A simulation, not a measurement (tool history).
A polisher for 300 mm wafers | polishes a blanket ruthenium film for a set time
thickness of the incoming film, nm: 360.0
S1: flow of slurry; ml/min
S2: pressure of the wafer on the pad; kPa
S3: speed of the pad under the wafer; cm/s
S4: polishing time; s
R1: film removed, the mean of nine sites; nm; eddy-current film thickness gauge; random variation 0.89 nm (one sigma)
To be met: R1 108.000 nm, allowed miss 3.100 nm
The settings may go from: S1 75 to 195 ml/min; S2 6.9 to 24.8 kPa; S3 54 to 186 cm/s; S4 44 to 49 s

run  hour   S1    S2   S3  S4      R1
  1   0.0  125  15.9  118  49  56.610
  2   6.1  125  15.9  118  44  50.658
  3  11.7  135  18.6  122  44  63.214
  4  15.4  135  18.6  122  49  69.215
  5  23.9  135  15.9  122  49  59.132
  6  27.6  145  18.6  122  49  70.300
  7  35.0  155  20.7  122  49  79.708
  8  37.1  160  22.1  124  49  86.984
     42.6  -- head pressure recalibrated
  9  42.6  165  22.8  126  49  95.633
 10  50.9  170  23.4  126  49  97.765

Which of these 5 next moves meets every target?
  A  59.2  170  24.1  112  45   ?
  B  59.2  175  24.1  124  45   ?
  C  59.2  165  24.8  134  48   ?
  D  59.2  145  23.4  120  49   ?
  E  59.2  180  22.8  116  47   ?

move       R1
   A   85.239
   B   93.033
   C  107.750
   D   92.796
   E   87.236
A: further off than the last run
B: further off than the last run
C: meets every target
D: further off than the last run
E: further off than the last run
Move C is the one to make.
